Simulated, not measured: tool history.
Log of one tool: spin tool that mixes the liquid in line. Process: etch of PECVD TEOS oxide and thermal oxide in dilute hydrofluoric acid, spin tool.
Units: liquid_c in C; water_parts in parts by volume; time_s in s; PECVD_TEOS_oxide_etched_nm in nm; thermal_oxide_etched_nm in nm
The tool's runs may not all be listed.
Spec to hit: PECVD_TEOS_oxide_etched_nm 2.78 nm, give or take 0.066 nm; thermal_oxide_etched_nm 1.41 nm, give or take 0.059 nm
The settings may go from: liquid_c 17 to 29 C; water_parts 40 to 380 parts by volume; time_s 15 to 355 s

| run | hour | liquid_c | water_parts | time_s | PECVD_TEOS_oxide_etched_nm | thermal_oxide_etched_nm |
|---|---|---|---|---|---|---|
| 1 | 0 | 21 | 210 | 180 | 6.1878 | 3.0657 |
| 2 | 2.3 | 20 | 230 | 180 | 5.247 | 2.6441 |
| 3 | 10 | 17 | 230 | 180 | 4.6846 | 2.365 |
| 4 | 16.8 | 19 | 230 | 180 | 5.0961 | 2.5935 |
| 5 | 19.8 | 19 | 230 | 240 | 6.8215 | 3.4075 |
| 6 | 21.4 | 19 | 230 | 280 | 7.8413 | 3.9413 |
| 7 | 24.6 | 18.5 | 260 | 275 | 6.5595 | 3.3627 |
| 8 | 33.1 | 18.5 | 285 | 265 | 5.7167 | 2.8132 |
| 9 | 37.7 | 18 | 300 | 255 | 4.9757 | 2.5424 |
| 10 | 44.8 | 18 | 315 | 245 | 4.4954 | 2.338 |
| 11 | 52.1 | 18 | 330 | 235 | 4.0965 | 2.0552 |
| 12 | 58.5 | 18 | 330 | 235 | 4.0497 | 2.0383 |
| 13 | 61.9 | 18 | 340 | 230 | 3.8446 | 1.9367 |
| 14 | 67.8 | 18 | 350 | 225 | 3.629 | 1.8546 |

Pick the move, out of 5, that brings all results within their allowed miss; only one does.
| A | 73.7 | 18 | 345 | 305 | ? | ? |
| B | 73.7 | 17.5 | 275 | 270 | ? | ? |
| C | 73.7 | 18.5 | 335 | 185 | ? | ? |
| D | 73.7 | 18.5 | 315 | 150 | ? | ? |
| E | 73.7 | 24 | 335 | 145 | ? | ? |

| move | PECVD_TEOS_oxide_etched_nm | thermal_oxide_etched_nm |
|---|---|---|
| A | 5.0121 | 2.5123 |
| B | 5.7954 | 2.9049 |
| C | 3.2153 | 1.6116 |
| D | 2.8199 | 1.4134 |
| E | 3.0597 | 1.5336 |
A: its largest miss is bigger than the last run's
B: its largest miss is bigger than the last run's
C: nearer the targets than the last run, but a result is still out of spec
D: in spec on every target
E: nearer the targets than the last run, but a result is still out of spec
Correct choice: D, which meets every target
